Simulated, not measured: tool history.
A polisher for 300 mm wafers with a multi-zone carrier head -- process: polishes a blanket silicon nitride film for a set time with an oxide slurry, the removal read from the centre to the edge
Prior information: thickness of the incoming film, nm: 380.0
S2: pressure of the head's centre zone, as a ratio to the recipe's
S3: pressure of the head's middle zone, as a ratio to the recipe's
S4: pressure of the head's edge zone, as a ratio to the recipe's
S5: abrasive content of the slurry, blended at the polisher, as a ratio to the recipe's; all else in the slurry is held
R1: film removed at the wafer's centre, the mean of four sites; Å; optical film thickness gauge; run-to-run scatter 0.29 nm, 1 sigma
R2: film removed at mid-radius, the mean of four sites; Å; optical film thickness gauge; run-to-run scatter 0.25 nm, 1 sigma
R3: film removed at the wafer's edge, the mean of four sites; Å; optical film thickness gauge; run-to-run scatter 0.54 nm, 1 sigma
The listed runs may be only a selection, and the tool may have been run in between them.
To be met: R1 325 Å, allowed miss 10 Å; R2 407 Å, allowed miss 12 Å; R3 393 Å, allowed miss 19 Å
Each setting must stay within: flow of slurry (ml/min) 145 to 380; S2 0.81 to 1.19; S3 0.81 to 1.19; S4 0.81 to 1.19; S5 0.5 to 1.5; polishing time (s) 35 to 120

Run 1, day 0: flow of slurry (ml/min) 245, S2 1, S3 1, S4 1, S5 1, polishing time (s) 77. Result: R1 513.69 Å, R2 506.87 Å, R3 509.6 Å.
Run 2, day 0.242: flow of slurry (ml/min) 240, S2 0.97, S3 1, S4 0.99, S5 0.95, polishing time (s) 77. Result: R1 479.8 Å, R2 489.34 Å, R3 492.74 Å.
Run 3, day 0.604: flow of slurry (ml/min) 240, S2 0.97, S3 1, S4 0.91, S5 0.95, polishing time (s) 77. Result: R1 475.59 Å, R2 488.54 Å, R3 475.11 Å.
Run 4, day 0.662: flow of slurry (ml/min) 235, S2 0.95, S3 1, S4 0.91, S5 0.9, polishing time (s) 77. Result: R1 447.23 Å, R2 473.19 Å, R3 458.22 Å.
Run 5, day 0.858: flow of slurry (ml/min) 280, S2 0.95, S3 1, S4 0.91, S5 0.9, polishing time (s) 77. Result: R1 459.99 Å, R2 485.33 Å, R3 450.33 Å.
Run 6, day 0.996: flow of slurry (ml/min) 270, S2 0.93, S3 1, S4 0.91, S5 0.85, polishing time (s) 77. Result: R1 426.44 Å, R2 458.24 Å, R3 431.8 Å.
Run 7, day 1.229: flow of slurry (ml/min) 270, S2 0.93, S3 1, S4 0.91, S5 0.85, polishing time (s) 77. Result: R1 427.65 Å, R2 461.97 Å, R3 443.45 Å.
Run 8, day 1.404: flow of slurry (ml/min) 200, S2 0.83, S3 1.01, S4 0.93, S5 0.6, polishing time (s) 76. Result: R1 254.14 Å, R2 315.85 Å, R3 305.88 Å.

Next run, 5 choices. One meets every target within its allowed miss, the rest don't. Which?
Run A, day 1.579: flow of slurry (ml/min) 195, S2 0.81, S3 1.02, S4 0.94, S5 0.65, polishing time (s) 89. Result: R1 ?, R2 ?, R3 ?.
Run B, day 1.579: flow of slurry (ml/min) 200, S2 0.89, S3 0.95, S4 1.01, S5 0.6, polishing time (s) 94. Result: R1 ?, R2 ?, R3 ?.
Run C, day 1.579: flow of slurry (ml/min) 245, S2 0.84, S3 0.97, S4 0.91, S5 1.1, polishing time (s) 59. Result: R1 ?, R2 ?, R3 ?.
Run D, day 1.579: flow of slurry (ml/min) 200, S2 0.82, S3 1.04, S4 0.92, S5 0.65, polishing time (s) 83. Result: R1 ?, R2 ?, R3 ?.
Run E, day 1.579: flow of slurry (ml/min) 150, S2 0.87, S3 1, S4 0.89, S5 0.65, polishing time (s) 86. Result: R1 ?, R2 ?, R3 ?.

move      R1      R2      R3
   A  318.88  402.09  389.25
   B  338.33  371.69  388.57
   C  343.48  404.01  394.55
   D  302.21  380.64   360.2
   E  317.55  369.73  356.86
A: in spec on every target
B: better than the last run, though not everything is in spec
C: puts the biggest miss on target and leaves a different result outside tolerance
D: better than the last run, though not everything is in spec
E: better than the last run, though not everything is in spec
Move A is the one to make.

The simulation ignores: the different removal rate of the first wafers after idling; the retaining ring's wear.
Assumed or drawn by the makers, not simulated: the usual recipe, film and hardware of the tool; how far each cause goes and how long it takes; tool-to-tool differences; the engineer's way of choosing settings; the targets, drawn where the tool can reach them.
